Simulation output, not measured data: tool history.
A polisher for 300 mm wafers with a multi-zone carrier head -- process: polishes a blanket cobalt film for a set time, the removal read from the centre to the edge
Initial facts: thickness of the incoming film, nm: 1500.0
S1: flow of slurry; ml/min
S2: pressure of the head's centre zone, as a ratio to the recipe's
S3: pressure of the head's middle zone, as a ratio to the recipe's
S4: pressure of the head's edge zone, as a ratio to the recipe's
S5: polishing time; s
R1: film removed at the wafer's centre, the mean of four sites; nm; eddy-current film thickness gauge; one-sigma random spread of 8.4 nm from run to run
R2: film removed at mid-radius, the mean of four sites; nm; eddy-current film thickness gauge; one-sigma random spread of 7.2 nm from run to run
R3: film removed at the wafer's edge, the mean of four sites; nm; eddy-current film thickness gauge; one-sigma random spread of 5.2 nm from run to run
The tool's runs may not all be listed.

run,hour,S1,S2,S3,S4,S5,R1,R2,R3
1,0.0,265,1.00,1.00,1.00,67,508.03,508.95,502.05
2,5.6,270,0.96,0.98,1.06,73,512.41,532.30,565.92
3,8.9,270,1.04,0.98,1.06,73,551.97,542.78,561.20
4,12.3,330,1.04,0.98,1.06,73,573.33,559.61,573.23
5,14.3,330,1.04,1.06,1.06,73,589.29,583.54,571.04
6,19.6,330,1.04,1.06,0.99,73,585.89,573.52,546.06
7,26.2,330,1.00,1.03,1.05,77,599.59,588.90,604.49

Predict the results of run 8:
8,29.1,320,0.95,1.05,1.10,79,?,?,?

{"run 8": {"R1": 574.24, "R2": 623.71, "R3": 636.37}}
